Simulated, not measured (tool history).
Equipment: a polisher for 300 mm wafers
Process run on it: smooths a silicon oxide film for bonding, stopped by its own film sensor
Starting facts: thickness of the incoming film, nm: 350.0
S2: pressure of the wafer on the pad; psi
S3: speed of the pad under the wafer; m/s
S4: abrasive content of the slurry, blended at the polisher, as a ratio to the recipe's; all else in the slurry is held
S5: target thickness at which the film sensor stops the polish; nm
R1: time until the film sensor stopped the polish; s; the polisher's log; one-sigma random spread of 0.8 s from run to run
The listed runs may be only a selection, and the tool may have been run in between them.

{"run": 1, "hour": 0.0, "flow of slurry (ml/min)": 285, "S2": 2.1, "S3": 1.06, "S4": 1, "S5": 239, "R1": 117.45}
{"run": 2, "hour": 8.4, "flow of slurry (ml/min)": 285, "S2": 2.1, "S3": 1.22, "S4": 1, "S5": 239, "R1": 103.42}
{"run": 3, "hour": 17.1, "flow of slurry (ml/min)": 285, "S2": 2.1, "S3": 1.22, "S4": 0.85, "S5": 239, "R1": 111.21}
{"run": 4, "hour": 17.8, "flow of slurry (ml/min)": 285, "S2": 1.9, "S3": 1.22, "S4": 0.85, "S5": 239, "R1": 120.14}
{"run": 5, "hour": 26.0, "flow of slurry (ml/min)": 215, "S2": 1.9, "S3": 1.22, "S4": 0.85, "S5": 239, "R1": 122.98}
{"run": 6, "hour": 32.1, "flow of slurry (ml/min)": 215, "S2": 2.2, "S3": 1.22, "S4": 0.85, "S5": 239, "R1": 109.03}
{"run": 7, "hour": 34.1, "flow of slurry (ml/min)": 215, "S2": 2.4, "S3": 1.22, "S4": 0.85, "S5": 239, "R1": 99.966}
{"run": 8, "hour": 40.4, "flow of slurry (ml/min)": 215, "S2": 2.5, "S3": 1.22, "S4": 0.85, "S5": 239, "R1": 97.113}

Run 9 is up next; what results do you expect?
{"run": 9, "hour": 48.9, "flow of slurry (ml/min)": 215, "S2": 2.6, "S3": 1.22, "S4": 0.85, "S5": 239, "R1": "?"}

{"run 9": {"R1": 92.325}}

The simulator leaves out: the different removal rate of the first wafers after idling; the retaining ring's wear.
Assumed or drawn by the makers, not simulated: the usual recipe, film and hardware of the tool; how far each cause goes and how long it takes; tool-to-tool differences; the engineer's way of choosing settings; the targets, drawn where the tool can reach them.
